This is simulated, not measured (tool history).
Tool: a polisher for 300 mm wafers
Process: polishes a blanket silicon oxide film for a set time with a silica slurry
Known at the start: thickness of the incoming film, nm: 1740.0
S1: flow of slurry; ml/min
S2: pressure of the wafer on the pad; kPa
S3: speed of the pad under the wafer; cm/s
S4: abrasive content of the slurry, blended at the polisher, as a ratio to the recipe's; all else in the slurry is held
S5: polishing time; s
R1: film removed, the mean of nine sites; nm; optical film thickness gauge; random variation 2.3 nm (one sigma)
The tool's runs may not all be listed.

run 1 hour=0.0 | S1=155 S2=22.1 S3=106 S4=1.0 S5=49 | R1=129.72
run 2 hour=1.0 | S1=155 S2=22.1 S3=106 S4=0.9 S5=49 | R1=126.06
run 3 hour=8.7 | S1=155 S2=22.8 S3=106 S4=0.9 S5=49 | R1=124.92
run 4 hour=10.4 | S1=155 S2=22.8 S3=106 S4=0.9 S5=51 | R1=129.54
run 5 hour=16.8 | S1=155 S2=26.9 S3=106 S4=0.9 S5=51 | R1=150.77
run 6 hour=25.1 | S1=155 S2=26.9 S3=88 S4=0.9 S5=51 | R1=129.71
run 7 hour=27.6 | S1=165 S2=33.1 S3=90 S4=0.9 S5=51 | R1=159.98

Forecast run 8:
run 8 hour=28.9 | S1=165 S2=33.1 S3=92 S4=0.9 S5=51 | R1=?

R1: 162.09 nm
